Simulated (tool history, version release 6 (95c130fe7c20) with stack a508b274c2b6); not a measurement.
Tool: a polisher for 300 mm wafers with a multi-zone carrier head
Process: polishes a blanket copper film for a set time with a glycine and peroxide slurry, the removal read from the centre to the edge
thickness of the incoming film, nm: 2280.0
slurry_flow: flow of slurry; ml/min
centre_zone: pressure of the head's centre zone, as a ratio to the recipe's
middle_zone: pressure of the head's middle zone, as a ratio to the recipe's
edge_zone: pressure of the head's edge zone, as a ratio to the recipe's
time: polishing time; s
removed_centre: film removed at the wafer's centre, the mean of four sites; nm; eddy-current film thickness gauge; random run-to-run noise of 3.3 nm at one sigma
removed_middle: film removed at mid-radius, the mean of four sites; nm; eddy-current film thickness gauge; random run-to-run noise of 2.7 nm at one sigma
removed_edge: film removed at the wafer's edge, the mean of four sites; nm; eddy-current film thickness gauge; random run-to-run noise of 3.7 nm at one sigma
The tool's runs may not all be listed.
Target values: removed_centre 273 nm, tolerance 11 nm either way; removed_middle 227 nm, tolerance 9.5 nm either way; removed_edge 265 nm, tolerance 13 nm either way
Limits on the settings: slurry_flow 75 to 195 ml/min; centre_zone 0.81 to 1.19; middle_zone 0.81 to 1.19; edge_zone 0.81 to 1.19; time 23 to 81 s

Run 1, hour 0: slurry_flow 125 ml/min, centre_zone 1, middle_zone 1, edge_zone 1, time 52 s. Result: removed_centre 180 nm, removed_middle 178.39 nm, removed_edge 181.98 nm.
Run 2, hour 6.7: slurry_flow 125 ml/min, centre_zone 1, middle_zone 1, edge_zone 1, time 61 s. Result: removed_centre 213.51 nm, removed_middle 208.55 nm, removed_edge 220.73 nm.
Run 3, hour 9.4: slurry_flow 140 ml/min, centre_zone 1.03, middle_zone 0.98, edge_zone 1.04, time 62 s. Result: removed_centre 225.59 nm, removed_middle 214.85 nm, removed_edge 227.47 nm.
Run 4, hour 12.8: slurry_flow 140 ml/min, centre_zone 1.05, middle_zone 0.95, edge_zone 1.06, time 65 s. Result: removed_centre 243.11 nm, removed_middle 216.01 nm, removed_edge 239.02 nm.
Run 5, hour 20.5: slurry_flow 140 ml/min, centre_zone 1.05, middle_zone 0.95, edge_zone 1.09, time 65 s. Result: removed_centre 241.45 nm, removed_middle 218.24 nm, removed_edge 238.95 nm.
Run 6, hour 28.3: slurry_flow 140 ml/min, centre_zone 1.05, middle_zone 1.03, edge_zone 1.09, time 65 s. Result: removed_centre 239.95 nm, removed_middle 236.18 nm, removed_edge 245.45 nm.
Run 7, hour 34.1: slurry_flow 140 ml/min, centre_zone 1.06, middle_zone 0.99, edge_zone 1.1, time 67 s. Result: removed_centre 253.93 nm, removed_middle 232.19 nm, removed_edge 253.11 nm.
Run 8, hour 40.2: slurry_flow 140 ml/min, centre_zone 1.07, middle_zone 0.97, edge_zone 1.11, time 68 s. Result: removed_centre 256.5 nm, removed_middle 236.12 nm, removed_edge 251.26 nm.
Run 9, hour 42.9: slurry_flow 125 ml/min, centre_zone 1.12, middle_zone 0.87, edge_zone 1.19, time 74 s. Result: removed_centre 278.7 nm, removed_middle 226.25 nm, removed_edge 286.35 nm.
Run 10, hour 48.6: slurry_flow 125 ml/min, centre_zone 1.12, middle_zone 0.89, edge_zone 1.17, time 73 s. Result: removed_centre 282.41 nm, removed_middle 232.29 nm, removed_edge 276.77 nm.

Exercise: of the 5 proposed moves below, exactly one satisfies all targets within the stated allowed misses. Which move is it?
Run A, hour 54.3: slurry_flow 140 ml/min, centre_zone 1.09, middle_zone 0.9, edge_zone 1.19, time 75 s. Result: removed_centre ?, removed_middle ?, removed_edge ?.
Run B, hour 54.3: slurry_flow 110 ml/min, centre_zone 1.09, middle_zone 1.01, edge_zone 1.19, time 77 s. Result: removed_centre ?, removed_middle ?, removed_edge ?.
Run C, hour 54.3: slurry_flow 95 ml/min, centre_zone 1.11, middle_zone 0.92, edge_zone 1.19, time 80 s. Result: removed_centre ?, removed_middle ?, removed_edge ?.
Run D, hour 54.3: slurry_flow 125 ml/min, centre_zone 1.16, middle_zone 0.92, edge_zone 1.14, time 73 s. Result: removed_centre ?, removed_middle ?, removed_edge ?.
Run E, hour 54.3: slurry_flow 115 ml/min, centre_zone 1.15, middle_zone 0.95, edge_zone 1.16, time 71 s. Result: removed_centre ?, removed_middle ?, removed_edge ?.

move  removed_centre  removed_middle  removed_edge
   A           287.3          238.94        290.53
   B          276.65          255.19        286.12
   C          278.75          235.02        289.23
   D          289.42          230.91        271.58
   E          272.71          226.03        262.64
A: moves away from the targets compared with the last run
B: moves away from the targets compared with the last run
C: moves away from the targets compared with the last run
D: puts the biggest miss on target and leaves a different result outside tolerance
E: hits every target within its allowed miss
The right move is E.

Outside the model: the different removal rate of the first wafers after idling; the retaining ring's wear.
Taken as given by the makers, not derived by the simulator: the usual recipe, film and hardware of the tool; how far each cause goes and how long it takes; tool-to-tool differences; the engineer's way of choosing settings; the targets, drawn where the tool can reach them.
